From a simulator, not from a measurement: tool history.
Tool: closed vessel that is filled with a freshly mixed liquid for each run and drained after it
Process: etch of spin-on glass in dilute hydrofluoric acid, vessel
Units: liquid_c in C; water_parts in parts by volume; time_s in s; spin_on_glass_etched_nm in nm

| run | hour | liquid_c | water_parts | time_s | spin_on_glass_etched_nm |
|---|---|---|---|---|---|
| 1 | 0 | 23 | 120 | 100 | 16.853 |
| 2 | 2.4 | 24 | 110 | 100 | 19.526 |
| 3 | 8.2 | 24 | 110 | 105 | 20.517 |
| 4 | 11.3 | 24 | 110 | 105 | 20.451 |
| 5 | 18.4 | 25 | 105 | 105 | 22.546 |
| 6 | 24 | 27.5 | 105 | 105 | 24.71 |
| 7 | 29.4 | 28 | 100 | 105 | 26.574 |

The next listed run, before its measurement:
| 8 | 37.4 | 28.5 | 95 | 105 | ? |

spin_on_glass_etched_nm: 29.058 nm
